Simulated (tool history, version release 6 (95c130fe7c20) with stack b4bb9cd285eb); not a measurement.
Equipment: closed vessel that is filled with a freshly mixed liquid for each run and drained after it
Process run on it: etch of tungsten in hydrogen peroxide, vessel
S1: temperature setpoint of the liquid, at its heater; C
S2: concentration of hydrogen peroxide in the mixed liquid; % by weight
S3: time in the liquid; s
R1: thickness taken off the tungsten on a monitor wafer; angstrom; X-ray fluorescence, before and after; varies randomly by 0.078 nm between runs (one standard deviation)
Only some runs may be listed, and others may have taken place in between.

run,hour,S1,S2,S3,R1
1,0,42,25.5,30,168.26
2,8.4,39,25.5,30,143.97
3,14.4,39,25.5,30,140.2
4,15.4,39,25.5,30,143.97
5,22.2,45.5,25.5,30,213.21
6,24.9,41,25.5,30,161.88
7,31.2,38,25,30,130.46
8,39.1,36,25,30,112.58
9,40.4,35,25,30,108.06

Run 10 has not been measured yet. What should we expect?
10,43.5,34,25,30,?

R1: 99.437 angstrom

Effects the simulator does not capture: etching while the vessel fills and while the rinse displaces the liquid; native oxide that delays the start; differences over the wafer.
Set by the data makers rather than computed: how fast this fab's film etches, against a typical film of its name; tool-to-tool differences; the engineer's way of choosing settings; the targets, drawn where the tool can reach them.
